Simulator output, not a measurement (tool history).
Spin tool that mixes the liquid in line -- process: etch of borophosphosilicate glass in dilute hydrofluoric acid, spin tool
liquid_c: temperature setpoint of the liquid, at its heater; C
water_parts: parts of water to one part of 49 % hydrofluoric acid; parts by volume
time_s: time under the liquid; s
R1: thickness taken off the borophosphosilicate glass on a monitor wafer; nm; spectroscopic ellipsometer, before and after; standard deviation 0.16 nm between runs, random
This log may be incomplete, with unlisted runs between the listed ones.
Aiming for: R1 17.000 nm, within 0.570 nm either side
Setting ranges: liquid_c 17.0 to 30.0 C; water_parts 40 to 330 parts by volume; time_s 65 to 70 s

run 1 hour=0.0 | liquid_c=22.0 water_parts=185 time_s=65 | R1=25.108
run 2 hour=3.0 | liquid_c=22.0 water_parts=150 time_s=65 | R1=31.562
run 3 hour=9.1 | liquid_c=20.5 water_parts=170 time_s=65 | R1=25.889
run 4 hour=16.1 | liquid_c=19.5 water_parts=185 time_s=65 | R1=22.550
run 5 hour=24.4 | liquid_c=23.0 water_parts=185 time_s=65 | R1=25.322
run 6 hour=30.1 | liquid_c=23.0 water_parts=185 time_s=65 | R1=25.655
run 7 hour=36.8 | liquid_c=21.5 water_parts=195 time_s=65 | R1=22.631
run 8 hour=44.6 | liquid_c=20.5 water_parts=200 time_s=65 | R1=21.352
run 9 hour=52.9 | liquid_c=19.5 water_parts=205 time_s=65 | R1=19.446
run 10 hour=61.6 | liquid_c=19.0 water_parts=205 time_s=65 | R1=19.472

Which one of the following 4 next-run settings gets every result inside its allowed miss? There is exactly one.
run A hour=70.3 | liquid_c=19.0 water_parts=240 time_s=65 | R1=?
run B hour=70.3 | liquid_c=20.0 water_parts=220 time_s=65 | R1=?
run C hour=70.3 | liquid_c=19.5 water_parts=230 time_s=65 | R1=?
run D hour=70.3 | liquid_c=17.5 water_parts=235 time_s=65 | R1=?

move=A R1=16.000
move=B R1=18.478
move=C R1=17.177
move=D R1=15.493
A: takes the biggest miss from the last run beyond its target
B: an improvement on the last run, though not all results are within tolerance
C: each result inside its tolerance
D: takes the biggest miss from the last run beyond its target
So the answer is move C, the one that meets all the targets.

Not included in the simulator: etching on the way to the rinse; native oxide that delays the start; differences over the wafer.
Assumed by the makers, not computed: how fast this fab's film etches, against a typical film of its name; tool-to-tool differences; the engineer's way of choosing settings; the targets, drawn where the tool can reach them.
